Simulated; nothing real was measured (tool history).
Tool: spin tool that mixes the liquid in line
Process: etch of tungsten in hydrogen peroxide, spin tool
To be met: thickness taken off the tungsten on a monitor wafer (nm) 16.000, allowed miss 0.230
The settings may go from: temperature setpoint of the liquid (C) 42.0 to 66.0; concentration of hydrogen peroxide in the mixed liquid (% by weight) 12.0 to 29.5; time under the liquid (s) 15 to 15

run  hour  temperature setpoint of the liquid (C)  concentration of hydrogen peroxide in the mixed liquid (% by weight)  time under the liquid (s)  thickness taken off the tungsten on a monitor wafer (nm)
  1   0.0                                    58.0                                                                  20.0                         15                                                    21.936
  2   2.7                                    57.5                                                                  20.0                         15                                                    21.572
  3   4.0                                    57.5                                                                  20.0                         15                                                    21.426
  4   5.1                                    57.0                                                                  20.0                         15                                                    20.591
  5   8.6                                    56.5                                                                  20.0                         15                                                    20.331
  6   9.2                                    56.0                                                                  20.0                         15                                                    19.680
  7  11.2                                    55.5                                                                  20.0                         15                                                    19.018
  8  14.6                                    55.0                                                                  20.0                         15                                                    18.508
  9  21.3                                    54.5                                                                  20.0                         15                                                    17.992
 10  25.7                                    54.0                                                                  20.0                         15                                                    17.582
 11  27.6                                    53.0                                                                  20.0                         15                                                    16.470

Which of these 4 next moves meets every target?
  A  29.5                                    52.5                                                                  18.5                         15                                                         ?
  B  29.5                                    53.5                                                                  18.0                         15                                                         ?
  C  29.5                                    52.0                                                                  19.5                         15                                                         ?
  D  29.5                                    53.0                                                                  17.5                         15                                                         ?

move  thickness taken off the tungsten on a monitor wafer (nm)
   A                                                    15.377
   B                                                    16.099
   C                                                    15.322
   D                                                    15.409
A: takes the result that was furthest off past its target
B: meets every target
C: takes the result that was furthest off past its target
D: takes the result that was furthest off past its target
The right move is B.
